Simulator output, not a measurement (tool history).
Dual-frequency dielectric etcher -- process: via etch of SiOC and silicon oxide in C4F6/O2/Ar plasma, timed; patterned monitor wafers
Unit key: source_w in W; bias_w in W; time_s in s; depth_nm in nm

{"run": 1, "hour": 0.0, "source_w": 460, "bias_w": 176, "time_s": 51.5, "depth_nm": 61.712}
{"run": 2, "hour": 8.7, "source_w": 440, "bias_w": 167, "time_s": 51, "depth_nm": 59.395}
{"run": 3, "hour": 9.3, "source_w": 440, "bias_w": 194, "time_s": 51, "depth_nm": 62.396}
{"run": 4, "hour": 13.5, "source_w": 420, "bias_w": 183, "time_s": 50.5, "depth_nm": 59.145}
{"run": 5, "hour": 19.0, "source_w": 420, "bias_w": 183, "time_s": 47, "depth_nm": 54.679}
{"run": 6, "hour": 26.6, "source_w": 420, "bias_w": 183, "time_s": 51.5, "depth_nm": 59.718}
{"run": 7, "hour": 35.7, "source_w": 400, "bias_w": 177, "time_s": 51.5, "depth_nm": 57.661}
{"run": 8, "hour": 39.2, "source_w": 380, "bias_w": 172, "time_s": 51.5, "depth_nm": 56.004}

For run 9, what comes out?
{"run": 9, "hour": 40.4, "source_w": 370, "bias_w": 166, "time_s": 51.5, "depth_nm": "?"}

{"run 9": {"depth_nm": 54.286}}
